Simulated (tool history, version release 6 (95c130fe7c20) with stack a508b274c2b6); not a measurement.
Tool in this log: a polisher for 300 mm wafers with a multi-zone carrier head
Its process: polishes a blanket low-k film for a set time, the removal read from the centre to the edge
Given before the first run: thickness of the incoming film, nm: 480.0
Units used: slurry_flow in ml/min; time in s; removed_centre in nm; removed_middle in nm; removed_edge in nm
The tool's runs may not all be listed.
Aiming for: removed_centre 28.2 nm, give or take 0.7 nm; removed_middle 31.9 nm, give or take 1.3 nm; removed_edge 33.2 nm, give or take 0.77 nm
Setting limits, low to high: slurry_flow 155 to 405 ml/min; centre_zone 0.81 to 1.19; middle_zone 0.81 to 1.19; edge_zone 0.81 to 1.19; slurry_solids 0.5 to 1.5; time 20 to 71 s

run	day	slurry_flow	centre_zone	middle_zone	edge_zone	slurry_solids	time	removed_centre	removed_middle	removed_edge
1	0	260	1	1	1	1	45	22.621	22.203	22.504
2	0.162	260	0.99	1.01	1.02	1.1	45	23.336	23.44	23.797
3	0.25	260	0.99	1.01	1.02	1.2	45	24.155	24.177	24.706
4	0.333	260	0.92	1.01	1.02	1.2	45	23.241	24.896	24.633
5	0.696	260	0.92	1.01	1.09	1.2	45	23.252	24.478	25.256
6	0.829	260	0.92	1.01	1.09	1.4	45	24.504	25.879	27.142
7	1.204	265	0.91	1.02	1.1	1.4	46	24.676	26.569	27.371
8	1.462	265	0.9	1.02	1.11	1.4	47	25.657	27.843	28.263
9	1.679	310	0.83	1	1.19	1.5	50	26.236	29.654	32.196
10	1.967	310	0.84	1.01	1.19	1.5	50	27.066	30.328	32.508
11	2	315	0.84	1.01	1.19	1.5	50	26.842	30.182	32.427
12	2.121	320	0.84	1.01	1.19	1.5	50	26.675	30.103	32.757
13	2.275	320	0.85	1.02	1.19	1.5	50	27.054	30.011	32.067

Consider the 5 candidate settings below. Which is the only one whose results all fall within their allowed miss of target?
A	2.429	210	0.84	1.07	1.17	1.5	50	?	?	?
B	2.429	325	1	0.96	1.19	1.45	48	?	?	?
C	2.429	330	0.96	1.11	1.13	1.4	49	?	?	?
D	2.429	340	0.87	0.98	1.19	1.3	52	?	?	?
E	2.429	335	0.82	1.01	1.11	1.4	54	?	?	?

move	removed_centre	removed_middle	removed_edge
A	25.522	30.15	30.769
B	28.899	27.507	30.706
C	28.399	31.421	30.111
D	27.498	29.284	32.073
E	28.175	32.014	32.962
A: its largest miss is bigger than the last run's
B: puts the biggest miss on target and leaves a different result outside tolerance
C: puts the biggest miss on target and leaves a different result outside tolerance
D: its largest miss is bigger than the last run's
E: meets every target
Move E is the one to make.
